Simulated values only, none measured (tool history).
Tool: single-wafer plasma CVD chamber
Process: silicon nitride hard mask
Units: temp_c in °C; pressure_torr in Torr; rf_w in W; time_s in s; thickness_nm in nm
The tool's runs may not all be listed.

run	day	temp_c	pressure_torr	rf_w	time_s	thickness_nm
1	0.000	375	1.61	395	25.9	33.208
2	0.112	375	1.61	355	25.9	31.469
3	0.438	375	1.58	355	25.9	31.252
4	0.625	375	1.55	355	25.9	31.149
5	0.712	375	1.28	355	25.9	29.319
6	0.750	375	1.01	355	25.9	26.982
7	1.104	375	1.05	355	25.9	27.268
8	1.400	375	1.09	355	25.9	27.671
9	1.479	375	1.12	355	25.9	27.900
10	1.829	375	1.15	355	25.9	28.324
11	1.942	375	1.17	355	25.9	28.528
12	2.017	375	1.19	355	25.9	28.479
13	2.092	375	1.21	355	25.9	28.794
14	2.375	375	1.23	355	25.9	28.964
15	2.517	375	1.24	355	25.9	29.051
16	2.846	375	1.25	355	25.9	29.065
17	3.167	375	1.26	355	25.9	29.112

The next listed run, before its measurement:
18	3.508	375	1.27	355	25.9	?

{"run 18": {"thickness_nm": 29.274}}
